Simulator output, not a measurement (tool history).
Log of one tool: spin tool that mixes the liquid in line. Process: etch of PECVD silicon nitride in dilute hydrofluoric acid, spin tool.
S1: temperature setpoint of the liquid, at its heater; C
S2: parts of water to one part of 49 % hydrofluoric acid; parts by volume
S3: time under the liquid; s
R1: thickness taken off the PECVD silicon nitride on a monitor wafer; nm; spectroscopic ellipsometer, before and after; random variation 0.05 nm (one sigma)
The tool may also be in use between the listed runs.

run 1 day=0 | S1=24 S2=60 S3=150 | R1=7.6272
run 2 day=0.262 | S1=25 S2=60 S3=150 | R1=8.094
run 3 day=0.292 | S1=25.5 S2=60 S3=150 | R1=8.3692
run 4 day=0.608 | S1=25.5 S2=80 S3=150 | R1=6.3367
run 5 day=0.733 | S1=25.5 S2=80 S3=165 | R1=6.9562
run 6 day=0.867 | S1=22.5 S2=80 S3=165 | R1=5.6696
run 7 day=0.954 | S1=24.5 S2=80 S3=165 | R1=6.4335

Forecast run 8:
run 8 day=1.154 | S1=28.5 S2=80 S3=165 | R1=?

{"run 8": {"R1": 8.4052}}

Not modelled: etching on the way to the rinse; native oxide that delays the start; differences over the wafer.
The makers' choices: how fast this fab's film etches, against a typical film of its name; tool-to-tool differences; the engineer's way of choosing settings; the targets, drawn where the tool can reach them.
